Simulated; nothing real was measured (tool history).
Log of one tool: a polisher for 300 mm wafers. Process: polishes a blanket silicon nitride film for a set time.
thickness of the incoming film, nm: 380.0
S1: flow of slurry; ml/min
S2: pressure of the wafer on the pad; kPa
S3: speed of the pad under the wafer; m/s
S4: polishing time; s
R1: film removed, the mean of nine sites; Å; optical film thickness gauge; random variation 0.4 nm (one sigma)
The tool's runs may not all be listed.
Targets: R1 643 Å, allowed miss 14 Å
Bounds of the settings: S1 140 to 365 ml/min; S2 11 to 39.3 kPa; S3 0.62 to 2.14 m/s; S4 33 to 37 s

run,hour,S1,S2,S3,S4,R1
1,0,235,24.8,1.38,37,777.55
2,3.6,235,24.8,1.38,33,693.84
3,10.4,235,24.8,1.56,33,750.49
4,16.9,235,24.8,1.56,33,735.9
5,21.2,235,24.8,1.76,33,797.7
6,25.5,230,24.1,1.76,33,783.59
7,28.4,230,23.4,1.76,33,745.92
8,31.6,225,22.8,1.76,33,732.91
9,35.7,225,22.1,1.76,33,709.18
10,40.4,220,22.1,1.76,33,708.39
11,41.7,200,19.3,1.76,33,619.95
12,50.6,205,19.3,1.76,33,620.37
13,52.3,210,19.3,1.76,33,619.14

4 next moves are on the table. One of them brings every result within its allowed miss. Which?
A,54,140,18.6,1.62,37,?
B,54,210,17.2,1.72,36,?
C,54,220,17.2,1.82,35,?
D,54,210,20,1.78,33,?

move,R1
A,617.71
B,603.81
C,610.34
D,651.76
A: further off than the last run
B: further off than the last run
C: further off than the last run
D: meets every target
Move D is the one to make.
